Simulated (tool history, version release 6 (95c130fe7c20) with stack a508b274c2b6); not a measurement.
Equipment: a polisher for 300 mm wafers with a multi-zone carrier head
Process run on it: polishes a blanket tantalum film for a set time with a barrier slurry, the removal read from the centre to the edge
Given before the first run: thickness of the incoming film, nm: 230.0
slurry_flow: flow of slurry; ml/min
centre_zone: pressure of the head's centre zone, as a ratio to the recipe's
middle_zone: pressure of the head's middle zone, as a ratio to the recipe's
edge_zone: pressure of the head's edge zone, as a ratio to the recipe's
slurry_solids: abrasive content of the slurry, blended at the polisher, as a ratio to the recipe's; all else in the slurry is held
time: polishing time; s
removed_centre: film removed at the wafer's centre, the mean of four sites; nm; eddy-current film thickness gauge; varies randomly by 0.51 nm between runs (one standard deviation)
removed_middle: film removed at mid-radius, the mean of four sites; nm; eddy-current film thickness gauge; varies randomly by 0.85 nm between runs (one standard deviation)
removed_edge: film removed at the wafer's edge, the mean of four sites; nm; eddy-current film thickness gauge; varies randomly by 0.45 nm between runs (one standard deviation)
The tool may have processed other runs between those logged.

run 1 day=0.000 | slurry_flow=240 centre_zone=1.00 middle_zone=1.00 edge_zone=1.00 slurry_solids=1.00 time=38 | removed_centre=77.459 removed_middle=79.415 removed_edge=77.311
run 2 day=0.038 | slurry_flow=240 centre_zone=1.00 middle_zone=1.06 edge_zone=1.00 slurry_solids=1.00 time=38 | removed_centre=77.209 removed_middle=83.381 removed_edge=77.524
run 3 day=0.225 | slurry_flow=240 centre_zone=1.00 middle_zone=1.05 edge_zone=0.97 slurry_solids=0.90 time=37 | removed_centre=73.278 removed_middle=79.949 removed_edge=72.343
run 4 day=0.500 | slurry_flow=240 centre_zone=1.00 middle_zone=1.03 edge_zone=0.95 slurry_solids=0.85 time=36 | removed_centre=70.184 removed_middle=72.827 removed_edge=69.573
run 5 day=0.683 | slurry_flow=240 centre_zone=1.01 middle_zone=1.04 edge_zone=0.93 slurry_solids=0.80 time=35 | removed_centre=69.138 removed_middle=71.553 removed_edge=65.907
run 6 day=0.812 | slurry_flow=235 centre_zone=1.01 middle_zone=1.04 edge_zone=0.91 slurry_solids=0.75 time=35 | removed_centre=68.081 removed_middle=71.864 removed_edge=63.814
run 7 day=0.838 | slurry_flow=230 centre_zone=1.01 middle_zone=1.03 edge_zone=0.89 slurry_solids=0.70 time=35 | removed_centre=67.665 removed_middle=70.373 removed_edge=63.112
run 8 day=1.083 | slurry_flow=230 centre_zone=1.01 middle_zone=1.03 edge_zone=0.88 slurry_solids=0.65 time=35 | removed_centre=65.213 removed_middle=69.638 removed_edge=60.627
run 9 day=1.446 | slurry_flow=225 centre_zone=1.01 middle_zone=1.02 edge_zone=0.87 slurry_solids=0.65 time=35 | removed_centre=66.531 removed_middle=67.916 removed_edge=61.865
run 10 day=1.529 | slurry_flow=225 centre_zone=1.01 middle_zone=1.02 edge_zone=0.86 slurry_solids=0.60 time=35 | removed_centre=65.607 removed_middle=67.734 removed_edge=59.458
run 11 day=1.783 | slurry_flow=220 centre_zone=1.01 middle_zone=1.01 edge_zone=0.85 slurry_solids=0.60 time=35 | removed_centre=64.696 removed_middle=66.171 removed_edge=59.139

The next listed run, before its measurement:
run 12 day=2.071 | slurry_flow=215 centre_zone=1.01 middle_zone=1.01 edge_zone=0.84 slurry_solids=0.60 time=35 | removed_centre=? removed_middle=? removed_edge=?

{"run 12": {"removed_centre": 64.479, "removed_middle": 66.894, "removed_edge": 59.333}}
